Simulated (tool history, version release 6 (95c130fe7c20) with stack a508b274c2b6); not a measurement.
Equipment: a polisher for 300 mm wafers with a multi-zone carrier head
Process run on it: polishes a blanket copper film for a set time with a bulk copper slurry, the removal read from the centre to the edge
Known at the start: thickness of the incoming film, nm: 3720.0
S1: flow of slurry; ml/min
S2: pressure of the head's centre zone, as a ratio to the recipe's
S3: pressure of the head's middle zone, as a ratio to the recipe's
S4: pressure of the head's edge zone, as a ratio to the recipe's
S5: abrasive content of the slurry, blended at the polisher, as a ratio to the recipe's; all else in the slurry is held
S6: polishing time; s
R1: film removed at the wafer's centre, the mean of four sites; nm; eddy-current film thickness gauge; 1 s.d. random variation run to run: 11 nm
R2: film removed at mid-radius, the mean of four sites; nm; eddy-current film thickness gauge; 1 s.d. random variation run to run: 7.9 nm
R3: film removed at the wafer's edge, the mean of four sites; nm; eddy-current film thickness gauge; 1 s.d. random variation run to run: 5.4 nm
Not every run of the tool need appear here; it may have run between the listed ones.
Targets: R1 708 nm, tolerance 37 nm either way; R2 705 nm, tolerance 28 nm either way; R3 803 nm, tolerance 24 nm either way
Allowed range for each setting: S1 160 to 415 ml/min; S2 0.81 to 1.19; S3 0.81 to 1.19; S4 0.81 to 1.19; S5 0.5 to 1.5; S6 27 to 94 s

run	hour	S1	S2	S3	S4	S5	S6	R1	R2	R3
1	0	265	1	1	1	1	60	649.87	633.47	658.34
2	2.1	265	1	1	0.92	1	60	652.41	630.89	641.03
3	2.9	265	1	0.95	0.92	1	60	635.73	597.75	642.27
4	9.6	265	1	0.95	0.92	0.8	60	623.25	583.41	611.27
5	15.8	265	1	0.91	0.92	0.8	60	608.91	561.83	607.47
6	17.6	265	0.99	0.92	0.95	0.95	61	655.2	596.55	651.34
7	21	265	0.96	0.92	0.98	1.05	61	632.3	602.65	682.38
8	27.8	270	0.96	0.93	1	1.15	61	664.11	635.2	702.93
9	36.3	275	0.95	0.93	1.03	1.2	61	656.83	632.33	713.7
10	37.2	275	0.95	0.94	1.04	1.25	61	672.51	654.96	732.6
11	42.8	280	0.95	0.94	1.06	1.3	61	665.86	652.22	727.19
12	45	280	0.94	0.94	1.07	1.35	62	686.82	660.75	750.32
13	53.1	280	0.93	0.94	1.08	1.4	62	672.28	692.41	756.7
14	54.6	285	0.93	0.94	1.09	1.4	62	690.88	690.43	776.94
15	57.8	290	0.93	0.94	1.1	1.4	62	677.78	685.68	772.34
16	64	290	0.93	0.94	1.11	1.4	62	695.64	688.64	780.54

Which of these 5 next moves meets every target?
A	70.2	295	1.03	0.91	1.09	1.4	60	?	?	?
B	70.2	305	0.96	1.01	1.03	1.35	63	?	?	?
C	70.2	300	0.97	0.94	0.98	1.2	65	?	?	?
D	70.2	310	0.92	0.93	1.08	0.9	71	?	?	?
E	70.2	270	0.93	1.02	1.09	1.3	60	?	?	?

move	R1	R2	R3
A	747.81	637.7	743.76
B	728.57	727.43	758.07
C	737.39	686.36	746.31
D	717.61	698.2	795.08
E	656.42	683.36	724.53
A: further off than the last run
B: further off than the last run
C: further off than the last run
D: every result within its allowed miss
E: further off than the last run
Move D is the one to make.
